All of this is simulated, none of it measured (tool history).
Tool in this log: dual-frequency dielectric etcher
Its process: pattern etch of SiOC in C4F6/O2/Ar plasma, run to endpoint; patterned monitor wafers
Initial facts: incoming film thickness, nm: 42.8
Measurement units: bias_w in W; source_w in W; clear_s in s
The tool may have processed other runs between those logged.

run	hour	bias_w	source_w	clear_s
1	0.0	517	430	11.883
2	1.0	517	490	11.388
3	5.3	536	490	11.208
4	10.3	536	440	11.610
5	14.0	558	440	11.379
6	14.8	558	360	12.222
7	22.7	584	370	11.867

Run 8 has not been measured yet. What should we expect?
8	29.2	606	380	?

clear_s: 11.567 s
